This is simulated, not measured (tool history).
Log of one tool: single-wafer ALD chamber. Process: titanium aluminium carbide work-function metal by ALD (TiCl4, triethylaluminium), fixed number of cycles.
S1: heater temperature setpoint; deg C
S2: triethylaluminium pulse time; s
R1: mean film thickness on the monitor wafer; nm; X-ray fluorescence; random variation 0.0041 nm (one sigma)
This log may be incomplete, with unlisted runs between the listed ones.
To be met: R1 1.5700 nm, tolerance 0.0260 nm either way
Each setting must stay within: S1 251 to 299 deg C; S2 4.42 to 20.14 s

run,hour,S1,S2,R1
1,0.0,275,12.28,1.7244
2,6.5,272,11.96,1.7077
3,9.2,272,8.48,1.6481
4,10.7,267,8.48,1.6010
5,14.1,271,8.48,1.6414
6,18.2,270,8.36,1.6305
7,25.7,269,8.26,1.6151
8,34.2,268,8.19,1.5993
9,36.1,268,8.16,1.6060
10,43.7,263,7.63,1.5417

Which of these 5 next moves meets every target?
A,51.3,262,7.24,?
B,51.3,262,7.12,?
C,51.3,272,6.18,?
D,51.3,259,7.79,?
E,51.3,272,4.85,?

move,R1
A,1.5229
B,1.5188
C,1.5662
D,1.5135
E,1.4858
A: misses by more than the last run did
B: misses by more than the last run did
C: all results in spec
D: misses by more than the last run did
E: misses by more than the last run did
So the answer is move C, the one that meets all the targets.
